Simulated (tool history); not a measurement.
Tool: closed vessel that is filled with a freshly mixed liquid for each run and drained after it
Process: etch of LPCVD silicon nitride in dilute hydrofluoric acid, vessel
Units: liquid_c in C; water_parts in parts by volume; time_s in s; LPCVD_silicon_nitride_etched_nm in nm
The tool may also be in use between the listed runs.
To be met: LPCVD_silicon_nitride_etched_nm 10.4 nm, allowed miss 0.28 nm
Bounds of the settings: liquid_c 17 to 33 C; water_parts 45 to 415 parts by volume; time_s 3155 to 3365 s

| run | hour | liquid_c | water_parts | time_s | LPCVD_silicon_nitride_etched_nm |
|---|---|---|---|---|---|
| 1 | 0 | 25 | 230 | 3155 | 6.2753 |
| 2 | 1.7 | 28 | 230 | 3155 | 7.6173 |
| 3 | 9.7 | 25 | 230 | 3155 | 6.2203 |
| 4 | 11.4 | 26 | 230 | 3155 | 6.6178 |
| 5 | 16.7 | 26 | 275 | 3155 | 5.5118 |
| 6 | 24.6 | 27 | 270 | 3155 | 5.9533 |
| 7 | 33.3 | 28 | 265 | 3155 | 6.5684 |
| 8 | 37.5 | 28 | 265 | 3155 | 6.4819 |
| 9 | 40.9 | 28.5 | 260 | 3155 | 6.7883 |
| 10 | 43.7 | 29 | 255 | 3155 | 7.1254 |
| 11 | 48.8 | 33 | 215 | 3160 | 10.684 |

4 next moves are on the table. One of them brings every result within its allowed miss. Which?
| A | 53.9 | 32.5 | 225 | 3320 | ? |
| B | 53.9 | 31.5 | 225 | 3310 | ? |
| C | 53.9 | 31.5 | 225 | 3235 | ? |
| D | 53.9 | 33 | 240 | 3155 | ? |

| move | LPCVD_silicon_nitride_etched_nm |
|---|---|
| A | 10.512 |
| B | 9.8892 |
| C | 9.6651 |
| D | 9.6138 |
A: meets every target
B: takes the result that was furthest off past its target
C: takes the result that was furthest off past its target
D: takes the result that was furthest off past its target
The right move is A.
